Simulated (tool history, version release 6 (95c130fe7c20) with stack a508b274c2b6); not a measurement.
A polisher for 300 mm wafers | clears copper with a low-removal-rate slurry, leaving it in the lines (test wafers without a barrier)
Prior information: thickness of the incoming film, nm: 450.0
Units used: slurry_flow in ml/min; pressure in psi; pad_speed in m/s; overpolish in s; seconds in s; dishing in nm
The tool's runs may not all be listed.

Run 1, hour 0: slurry_flow 220 ml/min, pressure 4 psi, pad_speed 0.96 m/s, slurry_solids 1, overpolish 13 s. Result: seconds 123.51 s, dishing 34.25 nm.
Run 2, hour 2: slurry_flow 220 ml/min, pressure 3.5 psi, pad_speed 0.96 m/s, slurry_solids 1, overpolish 13 s. Result: seconds 137.89 s, dishing 31.163 nm.
Run 3, hour 3: slurry_flow 220 ml/min, pressure 4.3 psi, pad_speed 0.96 m/s, slurry_solids 1, overpolish 13 s. Result: seconds 116.12 s, dishing 36.672 nm.
Run 4, hour 5.5: slurry_flow 185 ml/min, pressure 4.3 psi, pad_speed 0.96 m/s, slurry_solids 1, overpolish 13 s. Result: seconds 118.19 s, dishing 36.395 nm.
Run 5, hour 8.7: slurry_flow 185 ml/min, pressure 4.3 psi, pad_speed 0.96 m/s, slurry_solids 1.2, overpolish 13 s. Result: seconds 116.11 s, dishing 37.168 nm.
Run 6, hour 15.9: slurry_flow 185 ml/min, pressure 4.3 psi, pad_speed 0.96 m/s, slurry_solids 1.2, overpolish 18 s. Result: seconds 114.59 s, dishing 49.348 nm.

Expected results for the next run?
Run 7, hour 22.1: slurry_flow 185 ml/min, pressure 4.2 psi, pad_speed 0.96 m/s, slurry_solids 1.2, overpolish 18 s. Result: seconds ?, dishing ?.

seconds: 118.41 s
dishing: 47.487 nm
